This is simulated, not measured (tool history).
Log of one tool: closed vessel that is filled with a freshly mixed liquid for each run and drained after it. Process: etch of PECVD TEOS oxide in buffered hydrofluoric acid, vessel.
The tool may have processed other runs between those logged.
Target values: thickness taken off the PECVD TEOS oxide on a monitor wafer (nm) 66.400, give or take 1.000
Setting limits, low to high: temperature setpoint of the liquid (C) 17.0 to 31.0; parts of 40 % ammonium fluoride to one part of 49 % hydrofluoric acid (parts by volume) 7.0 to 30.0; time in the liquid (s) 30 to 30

run,hour,temperature setpoint of the liquid (C),parts of 40 % ammonium fluoride to one part of 49 % hydrofluoric acid (parts by volume),time in the liquid (s),thickness taken off the PECVD TEOS oxide on a monitor wafer (nm)
1,0.0,23.0,19.0,30,34.583
2,1.1,23.0,19.0,30,34.502
3,8.6,23.0,22.0,30,29.837
4,12.2,24.0,21.0,30,33.062
5,19.5,25.0,20.0,30,36.492
6,25.1,25.0,16.0,30,45.587
7,32.6,25.5,16.0,30,47.125
8,37.9,26.0,16.0,30,48.060
9,41.6,26.5,16.0,30,49.595
# hour 50.3: hydrofluoric acid flow meter replaced
10,50.3,27.0,16.0,30,45.255
11,50.9,27.5,15.5,30,48.333
12,55.7,28.0,15.0,30,51.180
13,58.0,28.0,15.0,30,51.072
14,62.6,28.5,14.5,30,54.291

Of the 4 settings listed for the next run, only one would bring every result within its allowed miss of target. Which one?
A,67.2,30.0,11.5,30,?
B,67.2,28.0,12.5,30,?
C,67.2,28.0,11.5,30,?
D,67.2,28.5,10.5,30,?

move,thickness taken off the PECVD TEOS oxide on a monitor wafer (nm)
A,73.972
B,61.354
C,66.557
D,74.677
A: moves the result that the last run missed by most past its target, out the other side
B: better than the last run, though not everything is in spec
C: meets every target
D: moves the result that the last run missed by most past its target, out the other side
Correct choice: C, which meets every target
